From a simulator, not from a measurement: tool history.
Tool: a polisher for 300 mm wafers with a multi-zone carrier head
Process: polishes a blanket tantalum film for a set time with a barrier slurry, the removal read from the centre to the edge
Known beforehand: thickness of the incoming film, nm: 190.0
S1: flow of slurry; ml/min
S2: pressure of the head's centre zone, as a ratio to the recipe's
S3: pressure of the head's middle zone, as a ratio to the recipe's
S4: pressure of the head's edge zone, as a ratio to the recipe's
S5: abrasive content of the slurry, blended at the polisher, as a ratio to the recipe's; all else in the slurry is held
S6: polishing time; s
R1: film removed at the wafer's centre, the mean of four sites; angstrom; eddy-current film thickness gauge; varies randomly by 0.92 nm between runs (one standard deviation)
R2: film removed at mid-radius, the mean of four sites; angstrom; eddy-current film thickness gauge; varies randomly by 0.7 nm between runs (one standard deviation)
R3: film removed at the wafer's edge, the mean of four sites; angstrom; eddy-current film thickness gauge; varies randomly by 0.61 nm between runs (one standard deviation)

Run 1, hour 0: S1 165 ml/min, S2 1, S3 1, S4 1, S5 1, S6 60 s. Result: R1 707.94 angstrom, R2 731.87 angstrom, R3 710.71 angstrom.
Run 2, hour 1.2: S1 175 ml/min, S2 1.01, S3 1.01, S4 1.01, S5 1, S6 60 s. Result: R1 724.56 angstrom, R2 733.06 angstrom, R3 711.94 angstrom.
Run 3, hour 2.8: S1 175 ml/min, S2 1.04, S3 1.01, S4 1.01, S5 1, S6 60 s. Result: R1 733.73 angstrom, R2 736.81 angstrom, R3 701.68 angstrom.
Run 4, hour 7.7: S1 175 ml/min, S2 1.04, S3 1.01, S4 0.93, S5 1, S6 60 s. Result: R1 744.13 angstrom, R2 738.52 angstrom, R3 678.16 angstrom.
Run 5, hour 11.1: S1 175 ml/min, S2 1.04, S3 1.01, S4 0.93, S5 1, S6 47 s. Result: R1 587.57 angstrom, R2 578.45 angstrom, R3 529.99 angstrom.
Run 6, hour 16.1: S1 180 ml/min, S2 1.05, S3 1.02, S4 0.95, S5 1.05, S6 48 s. Result: R1 617.43 angstrom, R2 614.36 angstrom, R3 557.14 angstrom.
Run 7, hour 23.6: S1 230 ml/min, S2 1.15, S3 1.11, S4 1.05, S5 1.3, S6 54 s. Result: R1 814.29 angstrom, R2 790.72 angstrom, R3 704.37 angstrom.
Run 8, hour 31.5: S1 230 ml/min, S2 1.15, S3 1.11, S4 1.05, S5 1.3, S6 54 s. Result: R1 842.95 angstrom, R2 785.23 angstrom, R3 706.43 angstrom.
Run 9, hour 36.2: S1 230 ml/min, S2 1.14, S3 1.12, S4 1.06, S5 1.3, S6 54 s. Result: R1 812.38 angstrom, R2 803.35 angstrom, R3 706.55 angstrom.
Run 10, hour 44.2: S1 230 ml/min, S2 1.14, S3 1.12, S4 1.07, S5 1.3, S6 54 s. Result: R1 813.32 angstrom, R2 788.98 angstrom, R3 715.98 angstrom.

Expected results for the next run?
Run 11, hour 52.5: S1 230 ml/min, S2 1.14, S3 1.13, S4 1.07, S5 1.3, S6 54 s. Result: R1 ?, R2 ?, R3 ?.

{"run 11": {"R1": 819.16, "R2": 786.59, "R3": 715.93}}
